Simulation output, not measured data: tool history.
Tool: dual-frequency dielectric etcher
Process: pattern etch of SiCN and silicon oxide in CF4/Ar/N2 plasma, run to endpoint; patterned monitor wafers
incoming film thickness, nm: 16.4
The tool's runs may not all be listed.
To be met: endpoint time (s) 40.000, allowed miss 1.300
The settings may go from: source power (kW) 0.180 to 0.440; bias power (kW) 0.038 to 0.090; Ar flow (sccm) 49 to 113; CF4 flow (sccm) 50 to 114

run,day,source power (kW),bias power (kW),Ar flow (sccm),CF4 flow (sccm),endpoint time (s)
1,0.000,0.310,0.064,81,82,28.122
2,0.125,0.290,0.063,81,82,30.529
3,0.238,0.280,0.063,81,82,31.657
4,0.321,0.280,0.063,81,74,32.233
5,0.475,0.280,0.063,70,74,31.384
6,0.654,0.280,0.072,70,74,30.550
7,0.704,0.270,0.072,70,74,31.508
8,0.812,0.260,0.072,70,74,32.646
9,0.958,0.250,0.072,70,74,34.105
10,1.133,0.240,0.072,70,74,36.282
11,1.267,0.230,0.072,70,74,37.496

5 next moves are on the table. One of them brings every result within its allowed miss. Which?
A,1.400,0.250,0.081,84,55,?
B,1.400,0.220,0.073,70,70,?
C,1.400,0.230,0.074,73,80,?
D,1.400,0.230,0.072,64,74,?
E,1.400,0.210,0.073,68,62,?

move,endpoint time (s)
A,37.094
B,40.464
C,37.438
D,37.448
E,43.838
A: further off than the last run
B: meets every target
C: as far off as the last run
D: as far off as the last run
E: takes the result that was furthest off past its target
Move B is the one to make.
